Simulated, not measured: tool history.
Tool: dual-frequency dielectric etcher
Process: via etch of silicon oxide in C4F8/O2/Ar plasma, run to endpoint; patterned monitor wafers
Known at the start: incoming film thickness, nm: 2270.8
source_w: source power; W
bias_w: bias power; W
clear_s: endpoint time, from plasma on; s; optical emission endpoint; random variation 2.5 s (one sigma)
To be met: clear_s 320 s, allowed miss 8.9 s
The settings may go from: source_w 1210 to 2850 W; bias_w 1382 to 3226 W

| run | hour | source_w | bias_w | clear_s |
|---|---|---|---|---|
| 1 | 0 | 2030 | 2304 | 358.8 |
| 2 | 4.5 | 2160 | 2362 | 353.08 |
| 3 | 13.3 | 2290 | 2465 | 335.25 |
| 4 | 16.6 | 2290 | 2251 | 342.87 |
| 5 | 22.1 | 2100 | 2251 | 353.03 |
|  | 27.3 | wet clean of the chamber |
| 6 | 27.3 | 2240 | 2310 | 365.37 |
| 7 | 28.5 | 2220 | 2476 | 360.43 |
| 8 | 34.6 | 2220 | 2476 | 355.95 |
| 9 | 43.3 | 2390 | 2400 | 347.45 |
| 10 | 45.7 | 2520 | 2639 | 335.45 |
| 11 | 50.1 | 2610 | 2664 | 330.24 |

5 next moves are on the table. One of them brings every result within its allowed miss. Which?
| A | 54.5 | 2120 | 2664 | ? |
| B | 54.5 | 2310 | 2547 | ? |
| C | 54.5 | 2590 | 2473 | ? |
| D | 54.5 | 2850 | 3121 | ? |
| E | 54.5 | 2540 | 3226 | ? |

| move | clear_s |
|---|---|
| A | 352.09 |
| B | 346.37 |
| C | 335.74 |
| D | 304.16 |
| E | 313.42 |
A: further off than the last run
B: further off than the last run
C: further off than the last run
D: takes the result that was furthest off past its target
E: meets every target
Answer: E
